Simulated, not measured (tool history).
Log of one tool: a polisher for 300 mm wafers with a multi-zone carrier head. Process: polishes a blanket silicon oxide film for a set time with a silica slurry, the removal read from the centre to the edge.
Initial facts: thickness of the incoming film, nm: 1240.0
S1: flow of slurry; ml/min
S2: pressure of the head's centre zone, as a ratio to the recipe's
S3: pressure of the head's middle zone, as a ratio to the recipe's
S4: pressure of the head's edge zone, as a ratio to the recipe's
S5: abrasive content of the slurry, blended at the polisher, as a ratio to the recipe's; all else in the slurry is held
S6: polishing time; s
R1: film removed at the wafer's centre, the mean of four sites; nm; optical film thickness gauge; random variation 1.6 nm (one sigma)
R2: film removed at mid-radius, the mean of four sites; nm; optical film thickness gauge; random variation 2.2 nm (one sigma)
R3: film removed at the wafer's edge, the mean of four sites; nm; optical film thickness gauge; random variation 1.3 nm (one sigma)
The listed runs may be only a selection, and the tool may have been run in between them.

{"run": 1, "day": 0.0, "S1": 245, "S2": 1.0, "S3": 1.0, "S4": 1.0, "S5": 1.0, "S6": 52, "R1": 121.26, "R2": 123.22, "R3": 121.4}
{"run": 2, "day": 0.025, "S1": 245, "S2": 1.0, "S3": 1.0, "S4": 1.04, "S5": 1.0, "S6": 52, "R1": 121.27, "R2": 120.32, "R3": 125.81}
{"run": 3, "day": 0.075, "S1": 260, "S2": 1.0, "S3": 1.05, "S4": 1.05, "S5": 1.15, "S6": 54, "R1": 137.28, "R2": 140.11, "R3": 141.76}
{"run": 4, "day": 0.221, "S1": 230, "S2": 1.0, "S3": 1.05, "S4": 1.05, "S5": 1.15, "S6": 54, "R1": 131.54, "R2": 141.13, "R3": 139.12}
{"run": 5, "day": 0.392, "S1": 230, "S2": 1.0, "S3": 1.1, "S4": 1.05, "S5": 1.15, "S6": 54, "R1": 133.38, "R2": 147.66, "R3": 138.44}
{"run": 6, "day": 0.496, "S1": 230, "S2": 1.03, "S3": 1.1, "S4": 1.05, "S5": 1.15, "S6": 54, "R1": 139.53, "R2": 144.01, "R3": 136.47}
{"run": 7, "day": 0.567, "S1": 245, "S2": 1.02, "S3": 1.13, "S4": 1.05, "S5": 1.25, "S6": 56, "R1": 148.41, "R2": 164.2, "R3": 148.97}
{"run": 8, "day": 0.617, "S1": 245, "S2": 1.02, "S3": 1.13, "S4": 1.05, "S5": 1.25, "S6": 56, "R1": 148.75, "R2": 162.57, "R3": 151.21}
{"run": 9, "day": 0.662, "S1": 250, "S2": 1.02, "S3": 1.15, "S4": 1.05, "S5": 1.3, "S6": 58, "R1": 156.04, "R2": 175.79, "R3": 159.19}
{"run": 10, "day": 0.879, "S1": 255, "S2": 1.03, "S3": 1.16, "S4": 1.06, "S5": 1.35, "S6": 59, "R1": 161.36, "R2": 179.45, "R3": 165.17}
{"run": 11, "day": 1.2, "S1": 255, "S2": 1.03, "S3": 1.17, "S4": 1.05, "S5": 1.4, "S6": 60, "R1": 169.06, "R2": 190.14, "R3": 167.97}
{"run": 12, "day": 1.354, "S1": 265, "S2": 1.03, "S3": 1.18, "S4": 1.06, "S5": 1.45, "S6": 61, "R1": 174.07, "R2": 196.34, "R3": 174.96}
{"run": 13, "day": 1.588, "S1": 265, "S2": 1.03, "S3": 1.18, "S4": 1.07, "S5": 1.45, "S6": 62, "R1": 178.36, "R2": 201.88, "R3": 179.94}

Run 14, settings as shown, results not yet in. Your forecast:
{"run": 14, "day": 1.958, "S1": 270, "S2": 1.03, "S3": 1.18, "S4": 1.08, "S5": 1.45, "S6": 62, "R1": "?", "R2": "?", "R3": "?"}

{"run 14": {"R1": 179.15, "R2": 200.83, "R3": 181.48}}
